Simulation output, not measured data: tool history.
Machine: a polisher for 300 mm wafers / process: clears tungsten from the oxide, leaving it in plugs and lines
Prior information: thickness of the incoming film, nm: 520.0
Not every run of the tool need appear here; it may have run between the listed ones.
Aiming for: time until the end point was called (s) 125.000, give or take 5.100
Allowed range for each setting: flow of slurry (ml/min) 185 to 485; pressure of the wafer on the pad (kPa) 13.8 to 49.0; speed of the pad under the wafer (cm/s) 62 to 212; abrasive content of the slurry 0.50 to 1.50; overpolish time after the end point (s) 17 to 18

run	hour	flow of slurry (ml/min)	pressure of the wafer on the pad (kPa)	speed of the pad under the wafer (cm/s)	abrasive content of the slurry	overpolish time after the end point (s)	time until the end point was called (s)
1	0.0	310	31.0	136	1.00	17	63.144
2	0.9	310	27.6	132	1.00	17	72.307
3	8.1	260	27.6	132	1.00	17	71.839
4	16.0	260	24.8	128	1.00	17	80.995
5	17.3	260	24.8	128	0.90	17	83.205
6	21.8	260	24.8	128	0.80	17	85.734
7	22.5	260	24.8	128	0.80	17	85.047
8	24.5	260	22.8	126	0.80	17	94.717
9	26.7	260	21.4	126	0.80	17	100.460
10	29.1	260	20.7	126	0.80	17	104.800
11	35.3	260	20.0	126	0.80	17	106.660
12	38.2	260	19.3	126	0.80	17	109.900
13	40.4	260	18.6	126	0.80	17	114.980
14	41.8	260	15.9	126	0.80	17	134.220

Below are 4 possible settings for the next run. Only one of them brings all results inside the allowed miss of their targets. Which is it?
A	43.2	190	22.1	80	0.95	17	?
B	43.2	270	17.9	126	0.65	17	?
C	43.2	370	15.2	108	1.00	17	?
D	43.2	240	14.5	134	0.60	18	?

move	time until the end point was called (s)
A	136.890
B	122.490
C	145.090
D	145.690
A: further off than the last run
B: every result within its allowed miss
C: further off than the last run
D: further off than the last run
Correct choice: B, which meets every target
